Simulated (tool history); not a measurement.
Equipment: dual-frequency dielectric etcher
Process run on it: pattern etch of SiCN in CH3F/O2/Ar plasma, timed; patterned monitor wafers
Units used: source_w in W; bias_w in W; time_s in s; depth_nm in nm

{"run": 1, "hour": 0.0, "source_w": 320, "bias_w": 68, "time_s": 62.0, "depth_nm": 20.734}
{"run": 2, "hour": 7.1, "source_w": 320, "bias_w": 68, "time_s": 62.0, "depth_nm": 20.971}
{"run": 3, "hour": 14.0, "source_w": 280, "bias_w": 66, "time_s": 62.0, "depth_nm": 19.601}
{"run": 4, "hour": 20.9, "source_w": 260, "bias_w": 65, "time_s": 62.0, "depth_nm": 19.019}
{"run": 5, "hour": 27.4, "source_w": 260, "bias_w": 65, "time_s": 62.0, "depth_nm": 18.972}
{"run": 6, "hour": 33.9, "source_w": 260, "bias_w": 65, "time_s": 65.0, "depth_nm": 19.965}
{"run": 7, "hour": 39.0, "source_w": 200, "bias_w": 54, "time_s": 64.5, "depth_nm": 16.882}

Predict the results of run 8:
{"run": 8, "hour": 43.3, "source_w": 210, "bias_w": 54, "time_s": 64.5, "depth_nm": "?"}

depth_nm: 17.192 nm
